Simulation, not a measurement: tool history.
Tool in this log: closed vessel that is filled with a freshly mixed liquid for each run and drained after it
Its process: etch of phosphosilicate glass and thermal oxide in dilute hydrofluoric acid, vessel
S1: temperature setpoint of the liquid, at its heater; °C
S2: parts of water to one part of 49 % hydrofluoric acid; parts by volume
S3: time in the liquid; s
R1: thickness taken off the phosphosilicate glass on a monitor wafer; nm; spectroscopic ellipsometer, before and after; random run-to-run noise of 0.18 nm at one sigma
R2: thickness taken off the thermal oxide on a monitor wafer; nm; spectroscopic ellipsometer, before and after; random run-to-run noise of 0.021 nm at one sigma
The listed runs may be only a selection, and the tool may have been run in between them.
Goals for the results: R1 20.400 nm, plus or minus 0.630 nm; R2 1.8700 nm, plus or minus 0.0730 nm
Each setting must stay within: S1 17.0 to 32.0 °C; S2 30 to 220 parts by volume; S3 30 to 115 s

{"run": 1, "hour": 0.0, "S1": 24.0, "S2": 125, "S3": 60, "R1": 25.622, "R2": 2.32}
{"run": 2, "hour": 5.3, "S1": 24.0, "S2": 165, "S3": 60, "R1": 18.874, "R2": 1.6565}
{"run": 3, "hour": 7.9, "S1": 24.5, "S2": 165, "S3": 60, "R1": 18.727, "R2": 1.6988}
{"run": 4, "hour": 8.9, "S1": 25.0, "S2": 165, "S3": 60, "R1": 19.132, "R2": 1.7647}
{"run": 5, "hour": 16.8, "S1": 25.0, "S2": 165, "S3": 75, "R1": 24.203, "R2": 2.1729}
{"run": 6, "hour": 25.4, "S1": 25.0, "S2": 135, "S3": 75, "R1": 30.14, "R2": 2.7569}
{"run": 7, "hour": 31.0, "S1": 24.5, "S2": 140, "S3": 75, "R1": 28.559, "R2": 2.6338}
{"run": 8, "hour": 37.5, "S1": 23.5, "S2": 145, "S3": 75, "R1": 26.33, "R2": 2.4012}
{"run": 9, "hour": 45.6, "S1": 19.5, "S2": 150, "S3": 75, "R1": 21.437, "R2": 1.9902}
{"run": 10, "hour": 54.9, "S1": 19.0, "S2": 150, "S3": 75, "R1": 21.363, "R2": 1.9499}

Exactly one of the 4 candidate moves below puts every result within its allowed miss. Which one?
{"run": "A", "hour": 64.2, "S1": 25.5, "S2": 170, "S3": 70, "R1": "?", "R2": "?"}
{"run": "B", "hour": 64.2, "S1": 18.0, "S2": 140, "S3": 75, "R1": "?", "R2": "?"}
{"run": "C", "hour": 64.2, "S1": 17.0, "S2": 110, "S3": 55, "R1": "?", "R2": "?"}
{"run": "D", "hour": 64.2, "S1": 23.5, "S2": 160, "S3": 60, "R1": "?", "R2": "?"}

move=A R1=21.876 R2=1.9799
move=B R1=21.946 R2=1.9861
move=C R1=20.260 R2=1.8335
move=D R1=18.689 R2=1.6914
A: its largest miss is bigger than the last run's
B: its largest miss is bigger than the last run's
C: every result lands within tolerance
D: takes the biggest miss from the last run beyond its target
C is the move that brings every result within its allowed miss.
